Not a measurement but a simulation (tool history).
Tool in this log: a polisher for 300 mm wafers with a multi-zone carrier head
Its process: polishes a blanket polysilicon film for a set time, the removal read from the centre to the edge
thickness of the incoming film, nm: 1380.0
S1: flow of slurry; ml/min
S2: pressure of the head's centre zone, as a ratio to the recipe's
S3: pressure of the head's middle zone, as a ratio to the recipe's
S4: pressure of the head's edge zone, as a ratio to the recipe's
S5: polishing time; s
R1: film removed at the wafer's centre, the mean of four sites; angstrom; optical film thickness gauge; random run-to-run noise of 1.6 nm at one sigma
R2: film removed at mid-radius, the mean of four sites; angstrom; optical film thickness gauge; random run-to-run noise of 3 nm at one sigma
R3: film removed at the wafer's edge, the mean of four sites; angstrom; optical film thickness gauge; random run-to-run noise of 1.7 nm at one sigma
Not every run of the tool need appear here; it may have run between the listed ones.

run  hour   S1    S2    S3    S4  S5      R1      R2      R3
  1     0  210     1     1     1  38  2361.2  2348.9  2282.6
  2   6.1  210     1     1  1.03  38  2313.5  2332.2  2319.4
  3  12.8  245     1     1  1.03  38  2354.9  2343.7  2370.2
  4  21.7  290     1     1  1.03  38    2363  2450.6  2367.9
  5  27.4  290     1     1  1.07  38  2362.5    2380  2459.3
  6  33.6  290     1     1  1.07  29  1806.2    1901  1856.7
  7  40.9  295  0.98  1.01  1.09  29  1788.9    1852    1873

Estimate the outcome of run 8 from the log above:
  8  43.2  245  0.88  1.11  1.1  33   ?   ?   ?

Run 8 yielded R1 1786.3 angstrom, R2 2309.4 angstrom, R3 2126.3 angstrom.

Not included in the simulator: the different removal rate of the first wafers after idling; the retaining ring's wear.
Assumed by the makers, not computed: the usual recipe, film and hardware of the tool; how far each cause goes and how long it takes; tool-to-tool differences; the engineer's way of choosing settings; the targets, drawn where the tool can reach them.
